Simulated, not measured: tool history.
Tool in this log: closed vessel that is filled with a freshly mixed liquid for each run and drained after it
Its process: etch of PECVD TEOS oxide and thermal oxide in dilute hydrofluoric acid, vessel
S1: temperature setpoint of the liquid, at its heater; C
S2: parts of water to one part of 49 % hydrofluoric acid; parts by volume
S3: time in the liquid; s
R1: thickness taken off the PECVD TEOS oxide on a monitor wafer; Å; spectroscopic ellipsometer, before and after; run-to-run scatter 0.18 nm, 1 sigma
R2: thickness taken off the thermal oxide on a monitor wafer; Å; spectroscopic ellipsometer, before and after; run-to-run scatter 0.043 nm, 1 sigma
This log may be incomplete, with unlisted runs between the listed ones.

run  hour    S1   S2   S3      R1       R2
  1   0.0  22.0  195  590  436.80  110.490
  2   3.5  24.0  195  590  475.25  117.970
  3   7.9  22.5  195  590  446.74  111.670
  4  14.9  21.5  195  590  430.21  108.060
  5  22.9  21.5  195  440  320.70   80.588
  6  29.0  22.5  195  440  332.88   83.758

The next listed run, before its measurement:
  7  29.5  23.0  195  440   ?   ?

{"run 7": {"R1": 343.22, "R2": 85.238}}
